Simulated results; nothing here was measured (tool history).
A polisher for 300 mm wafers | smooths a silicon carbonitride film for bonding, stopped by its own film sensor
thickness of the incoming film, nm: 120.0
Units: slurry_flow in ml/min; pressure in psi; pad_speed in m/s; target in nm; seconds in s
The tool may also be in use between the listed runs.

run  hour  slurry_flow  pressure  pad_speed  slurry_solids  target  seconds
  1   0.0          195       1.3       1.02            1.0      91   179.02
  2   2.5          195       1.3       1.02            1.0      90   182.29
  3   3.9          195       1.3       1.22            1.0      90   158.61
  4  10.1          195       1.3       1.22            1.2      90   143.72
  5  13.8          195       1.6       1.22            1.2      90   122.23
  6  20.2          195       1.8       1.22            1.2      90   111.01
  7  27.0          195       1.7       1.22            1.2      90   119.27
  8  30.8          195       1.6       1.22            1.2      90   122.69
  9  31.6          195       1.5       1.22            1.2      90   129.42
 10  39.4          195       1.4       1.22            1.2      90   135.52

Forecast run 11:
 11  40.9          195       1.3       1.22            1.2      90        ?

seconds: 144.86 s
